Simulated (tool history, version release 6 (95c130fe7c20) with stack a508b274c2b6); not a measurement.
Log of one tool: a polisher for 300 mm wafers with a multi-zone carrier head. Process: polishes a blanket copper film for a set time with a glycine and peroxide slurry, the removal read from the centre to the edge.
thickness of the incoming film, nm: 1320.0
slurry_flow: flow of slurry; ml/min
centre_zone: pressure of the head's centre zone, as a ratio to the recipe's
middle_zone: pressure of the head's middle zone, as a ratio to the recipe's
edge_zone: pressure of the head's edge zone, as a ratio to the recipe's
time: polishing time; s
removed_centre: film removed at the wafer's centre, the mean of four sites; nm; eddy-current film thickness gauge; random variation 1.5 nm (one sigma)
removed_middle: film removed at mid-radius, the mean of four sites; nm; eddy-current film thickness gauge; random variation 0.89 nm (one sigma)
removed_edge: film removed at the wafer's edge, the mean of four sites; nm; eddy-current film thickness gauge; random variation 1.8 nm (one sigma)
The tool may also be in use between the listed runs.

Run 1, hour 0: slurry_flow 200 ml/min, centre_zone 1, middle_zone 1, edge_zone 1, time 31 s. Result: removed_centre 119.16 nm, removed_middle 123.28 nm, removed_edge 119.01 nm.
Run 2, hour 8.7: slurry_flow 200 ml/min, centre_zone 1, middle_zone 1, edge_zone 1, time 37 s. Result: removed_centre 141 nm, removed_middle 145.62 nm, removed_edge 141.26 nm.
Run 3, hour 14.6: slurry_flow 200 ml/min, centre_zone 0.95, middle_zone 1, edge_zone 1, time 37 s. Result: removed_centre 133.95 nm, removed_middle 144.55 nm, removed_edge 142.33 nm.
Run 4, hour 21.1: slurry_flow 200 ml/min, centre_zone 0.95, middle_zone 1, edge_zone 1, time 30 s. Result: removed_centre 107.12 nm, removed_middle 118.09 nm, removed_edge 114.92 nm.
Run 5, hour 24.9: slurry_flow 200 ml/min, centre_zone 0.95, middle_zone 1, edge_zone 1, time 22 s. Result: removed_centre 78.268 nm, removed_middle 85.647 nm, removed_edge 83.674 nm.
Run 6, hour 29.4: slurry_flow 200 ml/min, centre_zone 0.95, middle_zone 1.05, edge_zone 1, time 22 s. Result: removed_centre 79.702 nm, removed_middle 89.054 nm, removed_edge 82.769 nm.
Run 7, hour 34.1: slurry_flow 255 ml/min, centre_zone 1.05, middle_zone 0.95, edge_zone 1.1, time 31 s. Result: removed_centre 125.5 nm, removed_middle 120.79 nm, removed_edge 123.42 nm.
Run 8, hour 39.2: slurry_flow 255 ml/min, centre_zone 1.08, middle_zone 0.92, edge_zone 1.12, time 31 s. Result: removed_centre 130.14 nm, removed_middle 118.78 nm, removed_edge 127.14 nm.
Run 9, hour 45.6: slurry_flow 255 ml/min, centre_zone 1.1, middle_zone 0.9, edge_zone 1.13, time 31 s. Result: removed_centre 133.72 nm, removed_middle 116.46 nm, removed_edge 127.64 nm.
Run 10, hour 52: slurry_flow 260 ml/min, centre_zone 1.12, middle_zone 0.89, edge_zone 1.14, time 31 s. Result: removed_centre 137.95 nm, removed_middle 115.09 nm, removed_edge 129.03 nm.

The next listed run, before its measurement:
Run 11, hour 55.9: slurry_flow 265 ml/min, centre_zone 1.13, middle_zone 0.89, edge_zone 1.15, time 31 s. Result: removed_centre ?, removed_middle ?, removed_edge ?.

Run 11 gave removed_centre 136.85 nm, removed_middle 116.03 nm, removed_edge 130.92 nm.

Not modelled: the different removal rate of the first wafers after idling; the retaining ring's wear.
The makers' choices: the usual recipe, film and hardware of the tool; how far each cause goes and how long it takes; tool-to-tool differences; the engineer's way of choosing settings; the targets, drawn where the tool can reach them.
